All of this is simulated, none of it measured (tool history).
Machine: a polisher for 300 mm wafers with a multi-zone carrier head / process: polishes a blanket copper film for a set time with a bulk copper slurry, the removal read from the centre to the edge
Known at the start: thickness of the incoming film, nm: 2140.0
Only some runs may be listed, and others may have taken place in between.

| run | day | flow of slurry (ml/min) | pressure of the head's centre zone | pressure of the head's middle zone | pressure of the head's edge zone | abrasive content of the slurry | polishing time (s) | film removed at the wafer's centre (Å) | film removed at mid-radius (Å) | film removed at the wafer's edge (Å) |
|---|---|---|---|---|---|---|---|---|---|---|
| 1 | 0 | 270 | 1 | 1 | 1 | 1 | 57 | 6950.3 | 7266 | 7073.5 |
| 2 | 0.208 | 270 | 1 | 1 | 0.99 | 0.95 | 56 | 6757.8 | 6659.3 | 6775.6 |
| 3 | 0.454 | 270 | 1 | 1.02 | 0.97 | 0.9 | 55 | 6636 | 6667.6 | 6552.2 |
| 4 | 0.796 | 270 | 1 | 1.02 | 0.97 | 0.9 | 46 | 5543.3 | 5529.1 | 5478.6 |
| 5 | 0.908 | 270 | 1 | 1.02 | 0.97 | 1.05 | 46 | 5755.1 | 5837.2 | 5692.4 |
| 6 | 0.962 | 270 | 1 | 1.02 | 0.97 | 1.15 | 46 | 5954.3 | 6126.7 | 5800.4 |

What will run 7 give?
| 7 | 1.317 | 270 | 1 | 1.02 | 0.96 | 1.15 | 46 | ? | ? | ? |

{"run 7": {"film removed at the wafer's centre (Å)": 6035.3, "film removed at mid-radius (Å)": 5848.7, "film removed at the wafer's edge (Å)": 5828}}

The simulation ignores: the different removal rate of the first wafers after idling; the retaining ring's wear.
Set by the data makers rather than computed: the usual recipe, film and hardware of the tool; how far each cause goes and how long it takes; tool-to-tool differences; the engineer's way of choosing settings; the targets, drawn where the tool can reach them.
